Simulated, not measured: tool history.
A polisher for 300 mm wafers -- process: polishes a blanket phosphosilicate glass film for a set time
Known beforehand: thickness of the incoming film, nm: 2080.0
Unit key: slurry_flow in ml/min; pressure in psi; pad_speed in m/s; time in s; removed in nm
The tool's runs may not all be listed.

run,hour,slurry_flow,pressure,pad_speed,slurry_solids,time,removed
1,0,235,2.4,0.9,1,74,361.47
2,5.5,235,2.7,0.92,1,74,409.86
3,7,235,2.2,0.92,1,74,337.45
4,7.7,235,2.5,0.94,1,74,383.49
5,16.5,180,2.5,0.94,1,74,376.23
6,24,180,2,0.94,1,74,301.26
7,32.6,180,2.4,0.96,1,74,365.43

What will run 8 give?
8,40.8,180,2.7,0.98,1,74,?

Logged for run 8: removed 411.3 nm.
